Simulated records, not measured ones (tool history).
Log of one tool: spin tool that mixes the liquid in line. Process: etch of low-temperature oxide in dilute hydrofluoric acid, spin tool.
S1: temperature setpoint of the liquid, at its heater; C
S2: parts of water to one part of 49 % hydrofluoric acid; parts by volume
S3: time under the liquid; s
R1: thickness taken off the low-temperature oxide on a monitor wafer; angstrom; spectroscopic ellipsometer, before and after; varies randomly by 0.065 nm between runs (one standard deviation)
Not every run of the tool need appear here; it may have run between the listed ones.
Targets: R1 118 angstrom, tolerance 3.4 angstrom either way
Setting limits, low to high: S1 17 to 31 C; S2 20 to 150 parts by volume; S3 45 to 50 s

| run | hour | S1 | S2 | S3 | R1 |
|---|---|---|---|---|---|
| 1 | 0 | 23 | 85 | 45 | 167.37 |
| 2 | 8.8 | 23 | 110 | 45 | 125.48 |
| 3 | 12.7 | 23 | 85 | 45 | 167.34 |
| 4 | 17.6 | 22 | 85 | 45 | 160.01 |
| 5 | 23 | 22 | 85 | 50 | 176.36 |
| 6 | 30 | 24 | 85 | 50 | 193.19 |
| 7 | 37.1 | 22.5 | 90 | 50 | 171.82 |
| 8 | 40.1 | 21.5 | 95 | 50 | 154.33 |
| 9 | 45.2 | 20.5 | 95 | 50 | 148.56 |
| 10 | 46.7 | 20 | 95 | 50 | 145.44 |

Consider the 5 candidate settings below. Which is the only one whose results all fall within their allowed miss of target?
| A | 48.2 | 20.5 | 100 | 50 | ? |
| B | 48.2 | 21 | 80 | 50 | ? |
| C | 48.2 | 20 | 75 | 50 | ? |
| D | 48.2 | 22.5 | 115 | 45 | ? |
| E | 48.2 | 19.5 | 105 | 50 | ? |

| move | R1 |
|---|---|
| A | 141.18 |
| B | 184.34 |
| C | 189.74 |
| D | 117.73 |
| E | 128.34 |
A: nearer than the last run, and not there yet
B: moves away from the targets compared with the last run
C: moves away from the targets compared with the last run
D: all results in spec
E: nearer than the last run, and not there yet
Answer: D
